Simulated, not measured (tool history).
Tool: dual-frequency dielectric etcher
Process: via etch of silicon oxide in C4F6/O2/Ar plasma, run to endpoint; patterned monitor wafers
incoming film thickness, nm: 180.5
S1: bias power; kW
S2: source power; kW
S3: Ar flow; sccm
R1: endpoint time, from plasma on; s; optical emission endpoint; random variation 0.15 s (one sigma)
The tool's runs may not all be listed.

| run | hour | S1 | S2 | S3 | R1 |
|---|---|---|---|---|---|
| 1 | 0 | 0.603 | 0.23 | 291 | 49.302 |
| 2 | 8.3 | 0.63 | 0.23 | 291 | 48.616 |
| 3 | 16.2 | 0.63 | 0.19 | 291 | 51.216 |
| 4 | 19 | 0.708 | 0.19 | 291 | 49.334 |
| 5 | 26.4 | 0.628 | 0.19 | 291 | 51.609 |
| 6 | 30.6 | 0.708 | 0.19 | 291 | 49.385 |
| 7 | 38.3 | 0.738 | 0.19 | 290 | 48.913 |

Forecast run 8:
| 8 | 45.2 | 0.761 | 0.2 | 288 | ? |

R1: 47.631 s
